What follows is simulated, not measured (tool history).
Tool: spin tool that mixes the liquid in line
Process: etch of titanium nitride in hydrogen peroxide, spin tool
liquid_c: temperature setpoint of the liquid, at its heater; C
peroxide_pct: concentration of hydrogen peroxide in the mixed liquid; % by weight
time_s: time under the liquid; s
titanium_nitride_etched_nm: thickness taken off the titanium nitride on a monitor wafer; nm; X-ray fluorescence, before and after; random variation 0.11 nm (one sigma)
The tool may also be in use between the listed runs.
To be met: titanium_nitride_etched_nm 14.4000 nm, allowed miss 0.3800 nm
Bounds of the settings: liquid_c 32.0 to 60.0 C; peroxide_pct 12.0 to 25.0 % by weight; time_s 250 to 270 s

| run | hour | liquid_c | peroxide_pct | time_s | titanium_nitride_etched_nm |
|---|---|---|---|---|---|
| 1 | 0.0 | 44.0 | 17.0 | 250 | 6.7211 |
| 2 | 0.5 | 47.0 | 17.0 | 250 | 8.6630 |
| 3 | 5.9 | 51.5 | 17.0 | 250 | 11.9100 |
| 4 | 9.4 | 52.0 | 17.0 | 250 | 12.4200 |
|  | 11.0 | heated supply line repaired |
| 5 | 11.0 | 52.0 | 15.5 | 250 | 13.6210 |
| 6 | 14.3 | 58.5 | 15.5 | 250 | 21.4450 |
| 7 | 19.2 | 57.0 | 15.5 | 250 | 19.1560 |
| 8 | 28.0 | 56.0 | 15.5 | 250 | 18.1220 |
| 9 | 34.6 | 55.0 | 15.5 | 250 | 16.8990 |
| 10 | 41.8 | 54.5 | 15.5 | 250 | 16.3430 |
| 11 | 43.1 | 54.0 | 15.5 | 250 | 15.8490 |

Which of these 4 next moves meets every target?
| A | 44.4 | 52.5 | 17.5 | 250 | ? |
| B | 44.4 | 54.0 | 14.0 | 255 | ? |
| C | 44.4 | 55.5 | 15.5 | 265 | ? |
| D | 44.4 | 52.0 | 15.0 | 250 | ? |

| move | titanium_nitride_etched_nm |
|---|---|
| A | 14.5720 |
| B | 15.7680 |
| C | 18.5990 |
| D | 13.6110 |
A: meets every target
B: nearer than the last run, and not there yet
C: further off than the last run
D: takes the result that was furthest off past its target
Answer: A
